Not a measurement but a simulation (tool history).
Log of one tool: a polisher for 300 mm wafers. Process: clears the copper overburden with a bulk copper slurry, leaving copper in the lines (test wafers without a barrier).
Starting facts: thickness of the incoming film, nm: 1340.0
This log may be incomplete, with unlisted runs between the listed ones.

run,hour,flow of slurry (ml/min),pressure of the wafer on the pad (kPa),speed of the pad under the wafer (cm/s),abrasive content of the slurry,overpolish time after the end point (s),time until the end point was called (s),dishing of a wide line in a test structure (Å)
1,0,255,15.2,132,1,11,128.25,570.09
2,6,255,12.4,132,1,11,161.49,491.52
3,7.8,255,12.4,132,1,8,158.29,392.04
4,11.9,255,11,124,1,7,190,297.91
5,12.5,280,11,112,1.1,6,202.35,246.69
6,13.3,305,11,102,1.2,5,212.54,201.22
7,15.7,325,11,98,1.25,5,216.79,195.96
8,24,340,11,94,1.3,5,221.25,190.46
9,30.7,350,11,90,1.35,5,226.82,187.01
10,37.2,360,10.3,92,1.4,5,237.04,182.57
11,46.1,370,10.3,86,1.25,5,254.73,170.19
12,49.4,375,10.3,82,1.3,5,272.45,164.28
13,55.9,380,10.3,80,1.35,5,277.83,157.29
14,61.6,385,11,76,1.4,5,264.49,161.45

What does the tool deliver on the next run?
15,68.7,390,11,72,1.4,5,?,?

Run 15 came out at time until the end point was called (s) 279.13, dishing of a wide line in a test structure (Å) 155.38.
